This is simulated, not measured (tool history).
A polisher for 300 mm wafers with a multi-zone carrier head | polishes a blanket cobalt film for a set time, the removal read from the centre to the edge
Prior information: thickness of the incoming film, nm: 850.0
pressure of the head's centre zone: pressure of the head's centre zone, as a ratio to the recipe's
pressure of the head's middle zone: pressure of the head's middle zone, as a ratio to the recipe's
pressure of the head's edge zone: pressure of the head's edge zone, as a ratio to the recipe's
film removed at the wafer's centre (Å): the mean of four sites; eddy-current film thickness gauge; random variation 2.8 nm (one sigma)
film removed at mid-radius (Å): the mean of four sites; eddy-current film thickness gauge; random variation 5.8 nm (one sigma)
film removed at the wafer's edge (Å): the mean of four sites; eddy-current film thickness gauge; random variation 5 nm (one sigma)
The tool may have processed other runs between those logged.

| run | day | flow of slurry (ml/min) | pressure of the head's centre zone | pressure of the head's middle zone | pressure of the head's edge zone | polishing time (s) | film removed at the wafer's centre (Å) | film removed at mid-radius (Å) | film removed at the wafer's edge (Å) |
|---|---|---|---|---|---|---|---|---|---|
| 1 | 0.000 | 190 | 1.00 | 1.00 | 1.00 | 81 | 2602.1 | 2543.4 | 2595.9 |
| 2 | 0.083 | 200 | 0.99 | 1.05 | 1.02 | 87 | 2754.9 | 2861.3 | 2818.2 |
| 3 | 0.296 | 210 | 0.99 | 1.08 | 1.04 | 92 | 2976.1 | 3103.3 | 3000.5 |
| 4 | 0.625 | 210 | 0.98 | 1.10 | 1.05 | 97 | 3109.7 | 3342.7 | 3201.2 |
| 5 | 0.867 | 210 | 0.98 | 1.10 | 1.05 | 80 | 2548.3 | 2786.4 | 2603.1 |
| 6 | 0.900 | 210 | 0.97 | 1.12 | 1.06 | 88 | 2841.3 | 3086.8 | 2900.8 |
| 7 | 1.125 | 220 | 0.96 | 1.14 | 1.07 | 93 | 2916.9 | 3355.7 | 3089.4 |
| 8 | 1.258 | 225 | 0.96 | 1.15 | 1.08 | 96 | 3035.1 | 3506.1 | 3200.8 |
| 9 | 1.542 | 230 | 0.96 | 1.16 | 1.09 | 99 | 3165.2 | 3567.6 | 3384.1 |
| 10 | 1.908 | 230 | 0.96 | 1.17 | 1.08 | 102 | 3283.0 | 3750.8 | 3463.9 |
| 11 | 2.012 | 230 | 0.96 | 1.18 | 1.07 | 104 | 3325.1 | 3834.4 | 3453.0 |

Estimate the outcome of run 12 from the log above:
| 12 | 2.354 | 235 | 0.96 | 1.18 | 1.07 | 105 | ? | ? | ? |

film removed at the wafer's centre (Å): 3316.2
film removed at mid-radius (Å): 3967.4
film removed at the wafer's edge (Å): 3593.9
